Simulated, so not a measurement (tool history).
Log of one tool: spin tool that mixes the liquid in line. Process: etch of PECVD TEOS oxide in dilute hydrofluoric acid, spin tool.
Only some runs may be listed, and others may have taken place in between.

| run | hour | temperature setpoint of the liquid (C) | parts of water to one part of 49 % hydrofluoric acid (parts by volume) | time under the liquid (s) | thickness taken off the PECVD TEOS oxide on a monitor wafer (angstrom) |
|---|---|---|---|---|---|
| 1 | 0 | 20 | 250 | 75 | 31.474 |
| 2 | 5.5 | 20 | 250 | 55 | 23.325 |
| 3 | 11.2 | 21.5 | 250 | 55 | 24.62 |
| 4 | 13.5 | 25 | 250 | 55 | 27.563 |
| 5 | 20.8 | 25.5 | 205 | 60 | 39.379 |
| 6 | 23.1 | 25.5 | 205 | 75 | 48.513 |
| 7 | 30.4 | 26 | 180 | 75 | 58.184 |
| 8 | 35.1 | 26.5 | 160 | 75 | 68.857 |
| 9 | 42.7 | 27 | 145 | 75 | 77.084 |
| 10 | 43.5 | 27 | 135 | 75 | 85.712 |
| 11 | 50.2 | 27 | 130 | 75 | 90.186 |
| 12 | 53.8 | 27 | 125 | 75 | 93.497 |
| 13 | 59.2 | 27 | 120 | 75 | 98.33 |

Estimate the outcome of run 14 from the log above:
| 14 | 61.2 | 27 | 115 | 75 | ? |

{"run 14": {"thickness taken off the PECVD TEOS oxide on a monitor wafer (angstrom)": 102.21}}
